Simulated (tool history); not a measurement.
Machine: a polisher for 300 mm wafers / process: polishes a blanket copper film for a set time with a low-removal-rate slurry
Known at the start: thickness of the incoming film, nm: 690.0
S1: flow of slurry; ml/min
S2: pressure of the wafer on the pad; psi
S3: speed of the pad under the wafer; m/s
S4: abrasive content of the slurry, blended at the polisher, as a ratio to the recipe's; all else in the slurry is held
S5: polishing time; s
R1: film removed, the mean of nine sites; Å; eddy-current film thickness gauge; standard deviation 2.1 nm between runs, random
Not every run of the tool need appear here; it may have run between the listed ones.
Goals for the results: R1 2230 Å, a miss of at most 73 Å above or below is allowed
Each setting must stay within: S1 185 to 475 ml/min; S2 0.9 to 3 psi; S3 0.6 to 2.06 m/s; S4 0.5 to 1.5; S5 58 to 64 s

run 1 hour=0 | S1=305 S2=1.9 S3=1.32 S4=1 S5=64 | R1=1740.7
run 2 hour=3.1 | S1=305 S2=1.6 S3=1.32 S4=1 S5=64 | R1=1485.2
run 3 hour=5.7 | S1=305 S2=1.6 S3=1.32 S4=1 S5=58 | R1=1310.5
run 4 hour=13 | S1=305 S2=1.9 S3=1.32 S4=1 S5=58 | R1=1538.7
run 5 hour=18.8 | S1=305 S2=2.1 S3=1.32 S4=1 S5=58 | R1=1689.3
run 6 hour=20.9 | S1=305 S2=2.3 S3=1.32 S4=1 S5=58 | R1=1869.2
run 7 hour=21.5 | S1=305 S2=2.4 S3=1.32 S4=1 S5=58 | R1=1939.3
run 8 hour=29.7 | S1=305 S2=2.5 S3=1.32 S4=1 S5=58 | R1=2035.9
run 9 hour=33.1 | S1=305 S2=2.6 S3=1.32 S4=1 S5=58 | R1=2130.6

Exactly one of the 5 candidate moves below puts every result within its allowed miss. Which one?
run A hour=36.5 | S1=270 S2=2.8 S3=1.08 S4=1.1 S5=61 | R1=?
run B hour=36.5 | S1=270 S2=3 S3=1.48 S4=0.5 S5=64 | R1=?
run C hour=36.5 | S1=335 S2=2.5 S3=1.24 S4=1.1 S5=58 | R1=?
run D hour=36.5 | S1=240 S2=2.6 S3=1.28 S4=1.05 S5=59 | R1=?
run E hour=36.5 | S1=265 S2=2.4 S3=1.18 S4=1.1 S5=64 | R1=?

move=A R1=2063.5
move=B R1=2204.4
move=C R1=2000.1
move=D R1=2062.5
move=E R1=1991.7
A: its largest miss is bigger than the last run's
B: every result lands within tolerance
C: its largest miss is bigger than the last run's
D: its largest miss is bigger than the last run's
E: its largest miss is bigger than the last run's
B meets every target.
